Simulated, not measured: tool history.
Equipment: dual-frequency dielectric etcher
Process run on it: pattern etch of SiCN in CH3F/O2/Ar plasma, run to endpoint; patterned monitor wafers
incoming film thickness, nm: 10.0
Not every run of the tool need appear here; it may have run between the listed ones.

{"run": 1, "hour": 0.0, "source power (kW)": 0.29, "bias power (kW)": 0.062, "endpoint time (s)": 29.416}
{"run": 2, "hour": 4.7, "source power (kW)": 0.29, "bias power (kW)": 0.07, "endpoint time (s)": 27.588}
{"run": 3, "hour": 8.9, "source power (kW)": 0.29, "bias power (kW)": 0.062, "endpoint time (s)": 29.162}
{"run": 4, "hour": 9.7, "source power (kW)": 0.27, "bias power (kW)": 0.062, "endpoint time (s)": 30.7}
{"run": 5, "hour": 11.1, "source power (kW)": 0.27, "bias power (kW)": 0.072, "endpoint time (s)": 28.001}
{"run": 6, "hour": 18.0, "source power (kW)": 0.24, "bias power (kW)": 0.064, "endpoint time (s)": 31.851}
{"run": 7, "hour": 23.6, "source power (kW)": 0.22, "bias power (kW)": 0.061, "endpoint time (s)": 33.504}
{"run": 8, "hour": 31.8, "source power (kW)": 0.21, "bias power (kW)": 0.058, "endpoint time (s)": 35.081}

What will run 9 give?
{"run": 9, "hour": 36.9, "source power (kW)": 0.2, "bias power (kW)": 0.056, "endpoint time (s)": "?"}

Run 9 gave endpoint time (s) 36.301.

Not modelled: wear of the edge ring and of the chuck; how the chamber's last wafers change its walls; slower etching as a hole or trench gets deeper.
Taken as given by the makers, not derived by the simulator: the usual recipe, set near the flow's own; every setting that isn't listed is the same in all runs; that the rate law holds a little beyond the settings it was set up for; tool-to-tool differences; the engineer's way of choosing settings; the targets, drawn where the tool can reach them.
